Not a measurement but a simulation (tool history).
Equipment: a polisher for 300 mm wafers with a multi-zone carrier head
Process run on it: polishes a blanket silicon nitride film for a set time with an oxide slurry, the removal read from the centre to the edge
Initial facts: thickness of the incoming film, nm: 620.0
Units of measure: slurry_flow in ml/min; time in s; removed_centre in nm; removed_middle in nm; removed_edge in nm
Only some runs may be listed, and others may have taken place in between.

run 1 hour=0 | slurry_flow=260 centre_zone=1 middle_zone=1 edge_zone=1 slurry_solids=1 time=88 | removed_centre=67.201 removed_middle=64.72 removed_edge=65.812
run 2 hour=7.5 | slurry_flow=260 centre_zone=0.99 middle_zone=1.01 edge_zone=0.97 slurry_solids=0.9 time=85 | removed_centre=60.35 removed_middle=58.451 removed_edge=57.607
run 3 hour=14 | slurry_flow=260 centre_zone=0.99 middle_zone=1.01 edge_zone=1.02 slurry_solids=0.9 time=85 | removed_centre=59.82 removed_middle=60.073 removed_edge=60.22
run 4 hour=22.2 | slurry_flow=260 centre_zone=0.99 middle_zone=1.01 edge_zone=1.02 slurry_solids=0.7 time=85 | removed_centre=48.412 removed_middle=47.974 removed_edge=47.213
run 5 hour=22.9 | slurry_flow=260 centre_zone=0.99 middle_zone=1.01 edge_zone=1.05 slurry_solids=0.7 time=85 | removed_centre=48.179 removed_middle=48.634 removed_edge=48.027
run 6 hour=25.7 | slurry_flow=260 centre_zone=0.99 middle_zone=1.01 edge_zone=1.05 slurry_solids=0.9 time=85 | removed_centre=60.649 removed_middle=60.461 removed_edge=59.665
run 7 hour=29.3 | slurry_flow=265 centre_zone=0.99 middle_zone=1.03 edge_zone=1.02 slurry_solids=0.85 time=85 | removed_centre=58.012 removed_middle=56.393 removed_edge=56.968
run 8 hour=30.4 | slurry_flow=250 centre_zone=0.99 middle_zone=0.99 edge_zone=1 slurry_solids=0.85 time=85 | removed_centre=56.834 removed_middle=57.299 removed_edge=56.511
run 9 hour=34.3 | slurry_flow=245 centre_zone=0.98 middle_zone=1.01 edge_zone=0.97 slurry_solids=0.8 time=85 | removed_centre=53.037 removed_middle=55.574 removed_edge=51.643
run 10 hour=36.9 | slurry_flow=250 centre_zone=0.98 middle_zone=1.01 edge_zone=0.96 slurry_solids=0.75 time=85 | removed_centre=51.193 removed_middle=50.546 removed_edge=49.659
run 11 hour=44 | slurry_flow=235 centre_zone=0.98 middle_zone=1.02 edge_zone=0.95 slurry_solids=0.7 time=85 | removed_centre=46.966 removed_middle=46.912 removed_edge=47.036

Expected results for the next run?
run 12 hour=48.2 | slurry_flow=225 centre_zone=1 middle_zone=1.12 edge_zone=0.85 slurry_solids=0.7 time=83 | removed_centre=? removed_middle=? removed_edge=?

For run 12 the tool returned removed_centre 47.296 nm, removed_middle 49.854 nm, removed_edge 42.128 nm.
